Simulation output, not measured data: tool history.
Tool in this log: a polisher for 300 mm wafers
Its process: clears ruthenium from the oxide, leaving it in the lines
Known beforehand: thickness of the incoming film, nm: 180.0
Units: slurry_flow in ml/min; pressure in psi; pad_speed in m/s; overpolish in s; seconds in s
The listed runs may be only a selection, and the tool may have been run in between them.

Run 1, hour 0.0: slurry_flow 290 ml/min, pressure 2.2 psi, pad_speed 1.00 m/s, overpolish 47 s. Result: seconds 160.91 s.
Run 2, hour 4.3: slurry_flow 325 ml/min, pressure 2.2 psi, pad_speed 1.00 m/s, overpolish 47 s. Result: seconds 156.23 s.
Run 3, hour 5.1: slurry_flow 285 ml/min, pressure 2.2 psi, pad_speed 1.00 m/s, overpolish 47 s. Result: seconds 157.59 s.
Run 4, hour 7.0: slurry_flow 285 ml/min, pressure 2.2 psi, pad_speed 0.86 m/s, overpolish 47 s. Result: seconds 184.04 s.
Run 5, hour 11.4: slurry_flow 285 ml/min, pressure 2.0 psi, pad_speed 0.86 m/s, overpolish 47 s. Result: seconds 200.85 s.
Run 6, hour 16.3: slurry_flow 225 ml/min, pressure 2.0 psi, pad_speed 0.86 m/s, overpolish 47 s. Result: seconds 213.38 s.
Run 7, hour 20.3: slurry_flow 225 ml/min, pressure 1.9 psi, pad_speed 0.86 m/s, overpolish 47 s. Result: seconds 221.58 s.

The next listed run, before its measurement:
Run 8, hour 26.5: slurry_flow 225 ml/min, pressure 1.3 psi, pad_speed 0.82 m/s, overpolish 47 s. Result: seconds ?.

Run 8 produced seconds 339.51 s.
